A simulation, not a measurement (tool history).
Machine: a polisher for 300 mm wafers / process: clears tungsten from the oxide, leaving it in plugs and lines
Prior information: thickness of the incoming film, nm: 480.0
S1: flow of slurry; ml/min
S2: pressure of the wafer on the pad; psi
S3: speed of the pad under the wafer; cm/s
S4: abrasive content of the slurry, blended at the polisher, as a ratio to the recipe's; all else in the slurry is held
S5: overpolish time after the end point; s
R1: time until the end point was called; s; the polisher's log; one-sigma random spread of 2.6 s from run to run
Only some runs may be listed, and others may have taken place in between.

run,hour,S1,S2,S3,S4,S5,R1
1,0.0,170,3.5,92,1.00,25,111.820
2,6.7,170,4.3,92,1.00,25,90.331
3,8.6,170,4.8,92,1.00,25,81.893
4,16.0,170,4.6,92,1.00,25,84.282
5,24.9,170,4.6,104,1.00,25,75.398
6,25.5,170,4.6,104,0.85,25,77.664
7,29.4,170,4.4,102,0.85,25,82.351
8,36.7,170,4.2,102,0.85,25,86.306
9,40.2,170,4.0,102,0.85,25,90.377
10,45.4,170,3.8,102,0.85,25,96.410
11,51.1,170,3.7,102,0.85,25,98.937

Estimate the outcome of run 12 from the log above:
12,56.0,170,3.6,102,0.85,25,?

{"run 12": {"R1": 103.93}}

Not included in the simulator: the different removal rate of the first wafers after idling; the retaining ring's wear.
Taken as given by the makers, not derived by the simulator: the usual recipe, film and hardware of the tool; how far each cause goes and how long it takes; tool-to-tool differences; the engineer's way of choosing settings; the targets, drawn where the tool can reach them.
